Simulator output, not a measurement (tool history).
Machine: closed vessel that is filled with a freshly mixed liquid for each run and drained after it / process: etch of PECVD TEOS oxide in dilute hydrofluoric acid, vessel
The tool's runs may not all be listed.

| run | day | temperature setpoint of the liquid (C) | parts of water to one part of 49 % hydrofluoric acid (parts by volume) | time in the liquid (s) | thickness taken off the PECVD TEOS oxide on a monitor wafer (Å) |
|---|---|---|---|---|---|
| 1 | 0 | 26 | 65 | 95 | 243.22 |
| 2 | 0.221 | 26 | 65 | 75 | 193.1 |
| 3 | 0.504 | 26 | 65 | 95 | 245.05 |
| 4 | 0.617 | 28 | 55 | 95 | 317.7 |
| 5 | 0.929 | 29.5 | 45 | 95 | 417.11 |
| 6 | 1.258 | 29.5 | 45 | 75 | 324.1 |
| 7 | 1.308 | 29.5 | 45 | 75 | 326.54 |
| 8 | 1.667 | 30.5 | 40 | 80 | 413.2 |

Estimate the outcome of run 9 from the log above:
| 9 | 1.792 | 34 | 20 | 80 | ? |

thickness taken off the PECVD TEOS oxide on a monitor wafer (Å): 977.89
